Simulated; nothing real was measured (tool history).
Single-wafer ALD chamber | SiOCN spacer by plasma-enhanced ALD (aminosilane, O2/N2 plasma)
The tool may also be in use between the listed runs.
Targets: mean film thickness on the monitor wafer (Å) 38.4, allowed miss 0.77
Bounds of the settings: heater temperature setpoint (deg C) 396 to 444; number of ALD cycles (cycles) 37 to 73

run,hour,heater temperature setpoint (deg C),number of ALD cycles (cycles),mean film thickness on the monitor wafer (Å)
1,0,420,55,31.606
2,9,418,57,33.06
3,14.9,416,58,33.82
4,23.6,425,58,32.802
5,30.4,435,58,31.815
6,36.3,435,50,27.013
7,40.3,431,52,28.754
8,43.5,428,54,30.373
9,52,425,56,31.673
10,54.9,422,57,32.619
11,57.8,420,58,33.585

4 next moves are on the table. One of them brings every result within its allowed miss. Which?
A,60.7,413,67,?
B,60.7,428,58,?
C,60.7,416,54,?
D,60.7,422,67,?

move,mean film thickness on the monitor wafer (Å)
A,39.481
B,32.358
C,31.482
D,38.22
A: takes the result that was furthest off past its target
B: further off than the last run
C: further off than the last run
D: meets every target
Answer: D
